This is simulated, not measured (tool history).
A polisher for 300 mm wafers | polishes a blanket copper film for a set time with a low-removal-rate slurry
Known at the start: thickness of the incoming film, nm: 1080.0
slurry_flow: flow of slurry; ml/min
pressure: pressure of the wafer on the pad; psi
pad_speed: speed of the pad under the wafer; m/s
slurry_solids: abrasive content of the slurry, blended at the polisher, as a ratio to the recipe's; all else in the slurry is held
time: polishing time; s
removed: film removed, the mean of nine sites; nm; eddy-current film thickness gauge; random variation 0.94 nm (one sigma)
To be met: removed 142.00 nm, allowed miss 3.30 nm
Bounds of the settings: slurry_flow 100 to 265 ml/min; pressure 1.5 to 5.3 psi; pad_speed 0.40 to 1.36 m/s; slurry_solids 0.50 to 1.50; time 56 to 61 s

Run 1, day 0.000: slurry_flow 170 ml/min, pressure 3.4 psi, pad_speed 0.88 m/s, slurry_solids 1.00, time 61 s. Result: removed 169.30 nm.
Run 2, day 0.208: slurry_flow 170 ml/min, pressure 3.4 psi, pad_speed 0.88 m/s, slurry_solids 1.00, time 61 s. Result: removed 170.24 nm.
Run 3, day 0.292: slurry_flow 190 ml/min, pressure 3.4 psi, pad_speed 0.88 m/s, slurry_solids 1.00, time 61 s. Result: removed 173.51 nm.
Run 4, day 0.479: slurry_flow 180 ml/min, pressure 3.3 psi, pad_speed 0.88 m/s, slurry_solids 1.00, time 61 s. Result: removed 165.67 nm.
Run 5, day 0.629: slurry_flow 180 ml/min, pressure 3.3 psi, pad_speed 0.88 m/s, slurry_solids 1.00, time 61 s. Result: removed 166.85 nm.
Run 6, day 0.850: slurry_flow 170 ml/min, pressure 3.2 psi, pad_speed 0.88 m/s, slurry_solids 1.00, time 61 s. Result: removed 161.42 nm.
Run 7, day 1.121: slurry_flow 165 ml/min, pressure 3.1 psi, pad_speed 0.88 m/s, slurry_solids 1.00, time 61 s. Result: removed 157.26 nm.
Run 8, day 1.150: slurry_flow 165 ml/min, pressure 3.0 psi, pad_speed 0.88 m/s, slurry_solids 1.00, time 61 s. Result: removed 151.37 nm.
Run 9, day 1.396: slurry_flow 160 ml/min, pressure 3.0 psi, pad_speed 0.88 m/s, slurry_solids 1.00, time 61 s. Result: removed 149.06 nm.
At day 1.425: worn pad replaced by a new one.
Run 10, day 1.425: slurry_flow 155 ml/min, pressure 3.0 psi, pad_speed 0.88 m/s, slurry_solids 1.00, time 61 s. Result: removed 163.37 nm.
Run 11, day 1.562: slurry_flow 165 ml/min, pressure 3.0 psi, pad_speed 0.88 m/s, slurry_solids 1.00, time 61 s. Result: removed 163.06 nm.
Run 12, day 1.700: slurry_flow 160 ml/min, pressure 2.7 psi, pad_speed 0.88 m/s, slurry_solids 1.00, time 61 s. Result: removed 147.03 nm.

Which of these 4 next moves meets every target?
Run A, day 1.838: slurry_flow 165 ml/min, pressure 2.3 psi, pad_speed 1.10 m/s, slurry_solids 1.00, time 59 s. Result: removed ?.
Run B, day 1.838: slurry_flow 165 ml/min, pressure 3.2 psi, pad_speed 0.64 m/s, slurry_solids 1.15, time 61 s. Result: removed ?.
Run C, day 1.838: slurry_flow 175 ml/min, pressure 2.9 psi, pad_speed 0.88 m/s, slurry_solids 0.95, time 57 s. Result: removed ?.
Run D, day 1.838: slurry_flow 160 ml/min, pressure 2.3 psi, pad_speed 0.94 m/s, slurry_solids 1.10, time 60 s. Result: removed ?.

move  removed
   A   147.88
   B   141.90
   C   147.10
   D   135.36
A: further off than the last run
B: meets every target
C: as far off as the last run
D: takes the result that was furthest off past its target
The right move is B.
